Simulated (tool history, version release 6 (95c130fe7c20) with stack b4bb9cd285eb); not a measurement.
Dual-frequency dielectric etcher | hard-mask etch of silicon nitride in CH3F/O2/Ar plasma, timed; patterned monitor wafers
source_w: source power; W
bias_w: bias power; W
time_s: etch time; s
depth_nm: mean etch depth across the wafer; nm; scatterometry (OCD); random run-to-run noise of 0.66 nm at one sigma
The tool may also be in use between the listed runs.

run,hour,source_w,bias_w,time_s,depth_nm
1,0,540,90,307,304.86
2,3.8,480,89,307,293.47
3,12.7,580,89,307,310.25
4,16.9,510,86,307,295.4
5,17.5,460,84,307,286.41
6,25.7,420,81,307,276.9

Run 7 has not been measured yet. What should we expect?
7,29.3,390,80,307,?

depth_nm: 270.48 nm
